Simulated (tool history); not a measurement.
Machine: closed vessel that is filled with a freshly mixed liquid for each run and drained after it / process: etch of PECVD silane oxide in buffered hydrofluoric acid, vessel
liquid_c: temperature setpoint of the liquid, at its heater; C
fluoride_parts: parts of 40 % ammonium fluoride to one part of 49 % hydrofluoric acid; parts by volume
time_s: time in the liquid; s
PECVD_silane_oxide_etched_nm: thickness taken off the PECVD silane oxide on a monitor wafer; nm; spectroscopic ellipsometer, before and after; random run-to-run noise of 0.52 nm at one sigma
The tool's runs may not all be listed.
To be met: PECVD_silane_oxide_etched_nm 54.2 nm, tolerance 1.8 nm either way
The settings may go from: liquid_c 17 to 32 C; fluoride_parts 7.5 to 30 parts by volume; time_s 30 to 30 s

{"run": 1, "day": 0.0, "liquid_c": 24, "fluoride_parts": 20.5, "time_s": 30, "PECVD_silane_oxide_etched_nm": 26.071}
{"run": 2, "day": 0.375, "liquid_c": 24, "fluoride_parts": 20.5, "time_s": 30, "PECVD_silane_oxide_etched_nm": 26.07}
{"run": 3, "day": 0.467, "liquid_c": 24, "fluoride_parts": 20.5, "time_s": 30, "PECVD_silane_oxide_etched_nm": 26.267}
{"run": 4, "day": 0.812, "liquid_c": 25.5, "fluoride_parts": 19, "time_s": 30, "PECVD_silane_oxide_etched_nm": 30.102}
{"run": 5, "day": 0.942, "liquid_c": 24, "fluoride_parts": 19, "time_s": 30, "PECVD_silane_oxide_etched_nm": 28.416}
{"run": 6, "day": 1.317, "liquid_c": 26, "fluoride_parts": 19, "time_s": 30, "PECVD_silane_oxide_etched_nm": 31.451}
{"run": 7, "day": 1.567, "liquid_c": 27, "fluoride_parts": 18, "time_s": 30, "PECVD_silane_oxide_etched_nm": 34.85}
{"run": 8, "day": 1.708, "liquid_c": 28, "fluoride_parts": 17, "time_s": 30, "PECVD_silane_oxide_etched_nm": 38.732}
{"run": 9, "day": 1.888, "liquid_c": 29, "fluoride_parts": 16.5, "time_s": 30, "PECVD_silane_oxide_etched_nm": 41.726}
{"run": 10, "day": 2.25, "liquid_c": 29.5, "fluoride_parts": 16, "time_s": 30, "PECVD_silane_oxide_etched_nm": 44.956}
{"day": 2.55, "done": "hydrofluoric acid flow meter replaced"}
{"run": 11, "day": 2.55, "liquid_c": 30, "fluoride_parts": 16, "time_s": 30, "PECVD_silane_oxide_etched_nm": 41.809}
{"run": 12, "day": 2.762, "liquid_c": 30.5, "fluoride_parts": 15, "time_s": 30, "PECVD_silane_oxide_etched_nm": 47.054}
{"run": 13, "day": 3.142, "liquid_c": 31, "fluoride_parts": 14.5, "time_s": 30, "PECVD_silane_oxide_etched_nm": 49.733}

4 candidate next runs follow, results not yet known. Just one meets every target within its allowed miss. Identify it.
{"run": "A", "day": 3.521, "liquid_c": 27, "fluoride_parts": 10.5, "time_s": 30, "PECVD_silane_oxide_etched_nm": "?"}
{"run": "B", "day": 3.521, "liquid_c": 32, "fluoride_parts": 14.5, "time_s": 30, "PECVD_silane_oxide_etched_nm": "?"}
{"run": "C", "day": 3.521, "liquid_c": 29.5, "fluoride_parts": 14.5, "time_s": 30, "PECVD_silane_oxide_etched_nm": "?"}
{"run": "D", "day": 3.521, "liquid_c": 30.5, "fluoride_parts": 14, "time_s": 30, "PECVD_silane_oxide_etched_nm": "?"}

move=A PECVD_silane_oxide_etched_nm=54.797
move=B PECVD_silane_oxide_etched_nm=52.035
move=C PECVD_silane_oxide_etched_nm=45.655
move=D PECVD_silane_oxide_etched_nm=49.801
A: each result inside its tolerance
B: closes in on the targets versus the last run, not all within tolerance yet
C: further off than the last run
D: no nearer and no further than the last run
So the answer is move A, the one that meets all the targets.
